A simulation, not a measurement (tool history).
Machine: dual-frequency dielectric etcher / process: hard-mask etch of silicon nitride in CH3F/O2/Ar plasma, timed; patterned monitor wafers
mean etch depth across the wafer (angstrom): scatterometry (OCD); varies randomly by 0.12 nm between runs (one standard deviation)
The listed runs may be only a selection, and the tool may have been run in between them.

| run | hour | source power (kW) | bias power (kW) | etch time (s) | mean etch depth across the wafer (angstrom) |
|---|---|---|---|---|---|
| 1 | 0.0 | 0.290 | 0.057 | 87.0 | 481.48 |
| 2 | 4.6 | 0.290 | 0.057 | 87.0 | 481.89 |
| 3 | 9.3 | 0.290 | 0.064 | 87.0 | 492.55 |
| 4 | 10.4 | 0.270 | 0.064 | 87.0 | 480.29 |
| 5 | 15.0 | 0.270 | 0.058 | 87.0 | 467.81 |
| 6 | 20.4 | 0.270 | 0.068 | 87.0 | 484.98 |
| 7 | 25.3 | 0.260 | 0.067 | 87.0 | 475.54 |
| 8 | 32.7 | 0.250 | 0.067 | 87.0 | 469.16 |

Run 9, settings as shown, results not yet in. Your forecast:
| 9 | 37.7 | 0.210 | 0.065 | 86.5 | ? |

{"run 9": {"mean etch depth across the wafer (angstrom)": 430.82}}
